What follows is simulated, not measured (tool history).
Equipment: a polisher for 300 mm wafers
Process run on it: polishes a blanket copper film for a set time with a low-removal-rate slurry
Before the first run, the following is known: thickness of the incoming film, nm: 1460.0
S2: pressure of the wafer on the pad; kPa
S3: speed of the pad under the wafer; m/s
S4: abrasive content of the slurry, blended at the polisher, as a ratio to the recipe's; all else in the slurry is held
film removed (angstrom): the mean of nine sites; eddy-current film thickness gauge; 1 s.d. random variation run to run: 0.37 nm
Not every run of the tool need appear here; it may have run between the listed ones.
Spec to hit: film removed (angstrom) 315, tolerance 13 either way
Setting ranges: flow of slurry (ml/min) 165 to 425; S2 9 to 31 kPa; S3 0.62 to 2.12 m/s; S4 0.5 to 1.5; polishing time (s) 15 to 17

{"run": 1, "day": 0.0, "flow of slurry (ml/min)": 275, "S2": 20, "S3": 1.36, "S4": 1, "polishing time (s)": 17, "film removed (angstrom)": 597.17}
{"run": 2, "day": 0.275, "flow of slurry (ml/min)": 275, "S2": 17.2, "S3": 1.32, "S4": 1, "polishing time (s)": 17, "film removed (angstrom)": 512.79}
{"run": 3, "day": 0.529, "flow of slurry (ml/min)": 275, "S2": 15.2, "S3": 1.28, "S4": 1, "polishing time (s)": 17, "film removed (angstrom)": 439.38}
{"run": 4, "day": 0.688, "flow of slurry (ml/min)": 275, "S2": 13.8, "S3": 1.28, "S4": 1, "polishing time (s)": 17, "film removed (angstrom)": 406.81}
{"run": 5, "day": 1.042, "flow of slurry (ml/min)": 275, "S2": 12.4, "S3": 1.28, "S4": 1, "polishing time (s)": 17, "film removed (angstrom)": 366.76}
{"run": 6, "day": 1.383, "flow of slurry (ml/min)": 275, "S2": 9, "S3": 1.28, "S4": 1, "polishing time (s)": 17, "film removed (angstrom)": 273.52}
{"run": 7, "day": 1.721, "flow of slurry (ml/min)": 275, "S2": 9.7, "S3": 1.28, "S4": 1, "polishing time (s)": 17, "film removed (angstrom)": 288.42}
{"run": 8, "day": 1.771, "flow of slurry (ml/min)": 275, "S2": 11.7, "S3": 1.28, "S4": 1, "polishing time (s)": 17, "film removed (angstrom)": 342.31}

Which single option among these 5 for the next run brings every result within its allowed miss of target? Just one does.
{"run": "A", "day": 1.821, "flow of slurry (ml/min)": 265, "S2": 13.1, "S3": 1.26, "S4": 1.05, "polishing time (s)": 16, "film removed (angstrom)": "?"}
{"run": "B", "day": 1.821, "flow of slurry (ml/min)": 315, "S2": 15.2, "S3": 1.14, "S4": 1, "polishing time (s)": 17, "film removed (angstrom)": "?"}
{"run": "C", "day": 1.821, "flow of slurry (ml/min)": 320, "S2": 13.1, "S3": 1.34, "S4": 1.1, "polishing time (s)": 15, "film removed (angstrom)": "?"}
{"run": "D", "day": 1.821, "flow of slurry (ml/min)": 310, "S2": 9.7, "S3": 1.4, "S4": 0.95, "polishing time (s)": 17, "film removed (angstrom)": "?"}
{"run": "E", "day": 1.821, "flow of slurry (ml/min)": 290, "S2": 13.8, "S3": 1.2, "S4": 0.95, "polishing time (s)": 17, "film removed (angstrom)": "?"}

move=A film_removed_(angstrom)=363.4
move=B film_removed_(angstrom)=402.26
move=C film_removed_(angstrom)=373.79
move=D film_removed_(angstrom)=320.39
move=E film_removed_(angstrom)=378.11
A: lands further from the targets than the last run did
B: lands further from the targets than the last run did
C: lands further from the targets than the last run did
D: every result within its allowed miss
E: lands further from the targets than the last run did
Go with D: it meets all targets.
